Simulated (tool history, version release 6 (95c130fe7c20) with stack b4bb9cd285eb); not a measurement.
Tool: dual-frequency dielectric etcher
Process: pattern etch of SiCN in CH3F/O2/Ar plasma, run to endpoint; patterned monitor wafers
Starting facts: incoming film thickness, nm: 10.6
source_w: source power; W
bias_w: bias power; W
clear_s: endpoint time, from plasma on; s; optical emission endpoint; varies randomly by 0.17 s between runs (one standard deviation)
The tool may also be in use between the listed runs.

run  hour  source_w  bias_w  clear_s
  1   0.0       500      93   23.695
  2   3.3       540      97   22.334
  3   9.7       540      84   23.994
  4  14.6       540      96   22.883
  5  21.4       570     100   21.840
  6  24.7       530     100   22.541
  7  26.9       560     102   21.634
     35.6  -- bias power generator calibrated
  8  35.6       580     103   21.696

Estimate the outcome of run 9 from the log above:
  9  40.4       600     106        ?

clear_s: 21.110 s

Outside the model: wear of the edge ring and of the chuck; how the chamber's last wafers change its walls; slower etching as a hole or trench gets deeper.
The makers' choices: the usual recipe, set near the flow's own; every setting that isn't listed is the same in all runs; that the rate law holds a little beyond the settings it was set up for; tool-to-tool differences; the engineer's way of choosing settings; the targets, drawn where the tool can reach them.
